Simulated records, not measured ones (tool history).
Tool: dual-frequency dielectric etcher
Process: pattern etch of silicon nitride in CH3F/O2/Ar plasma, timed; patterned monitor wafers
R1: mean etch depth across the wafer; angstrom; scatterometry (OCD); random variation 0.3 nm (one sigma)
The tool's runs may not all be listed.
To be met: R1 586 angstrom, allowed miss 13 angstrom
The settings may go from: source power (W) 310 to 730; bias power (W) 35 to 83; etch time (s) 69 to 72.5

run 1 hour=0 | source_power_(W)=520 bias_power_(W)=59 etch_time_(s)=69 | R1=507.35
run 2 hour=0.8 | source_power_(W)=520 bias_power_(W)=50 etch_time_(s)=69 | R1=459.65
run 3 hour=6.6 | source_power_(W)=550 bias_power_(W)=52 etch_time_(s)=69 | R1=483.73
run 4 hour=13.2 | source_power_(W)=580 bias_power_(W)=53 etch_time_(s)=69 | R1=496.44
run 5 hour=17.1 | source_power_(W)=600 bias_power_(W)=54 etch_time_(s)=69 | R1=507.81
run 6 hour=20.6 | source_power_(W)=620 bias_power_(W)=55 etch_time_(s)=69 | R1=520.56
run 7 hour=22.7 | source_power_(W)=630 bias_power_(W)=56 etch_time_(s)=69 | R1=525.03
run 8 hour=29.9 | source_power_(W)=640 bias_power_(W)=57 etch_time_(s)=69 | R1=535.34
run 9 hour=37.4 | source_power_(W)=650 bias_power_(W)=58 etch_time_(s)=69 | R1=544.2
run 10 hour=38.6 | source_power_(W)=660 bias_power_(W)=59 etch_time_(s)=69 | R1=549.99
run 11 hour=42 | source_power_(W)=670 bias_power_(W)=60 etch_time_(s)=69 | R1=551.66
run 12 hour=46.8 | source_power_(W)=680 bias_power_(W)=61 etch_time_(s)=69 | R1=564.95

5 next moves are on the table. One of them brings every result within its allowed miss. Which?
run A hour=51.6 | source_power_(W)=680 bias_power_(W)=61 etch_time_(s)=71 | R1=?
run B hour=51.6 | source_power_(W)=730 bias_power_(W)=62 etch_time_(s)=71.5 | R1=?
run C hour=51.6 | source_power_(W)=520 bias_power_(W)=66 etch_time_(s)=70.5 | R1=?
run D hour=51.6 | source_power_(W)=660 bias_power_(W)=57 etch_time_(s)=70.5 | R1=?
run E hour=51.6 | source_power_(W)=700 bias_power_(W)=63 etch_time_(s)=72.5 | R1=?

move=A R1=583.89
move=B R1=609.18
move=C R1=544.37
move=D R1=554
move=E R1=612.61
A: meets every target
B: takes the result that was furthest off past its target
C: further off than the last run
D: further off than the last run
E: takes the result that was furthest off past its target
Answer: A

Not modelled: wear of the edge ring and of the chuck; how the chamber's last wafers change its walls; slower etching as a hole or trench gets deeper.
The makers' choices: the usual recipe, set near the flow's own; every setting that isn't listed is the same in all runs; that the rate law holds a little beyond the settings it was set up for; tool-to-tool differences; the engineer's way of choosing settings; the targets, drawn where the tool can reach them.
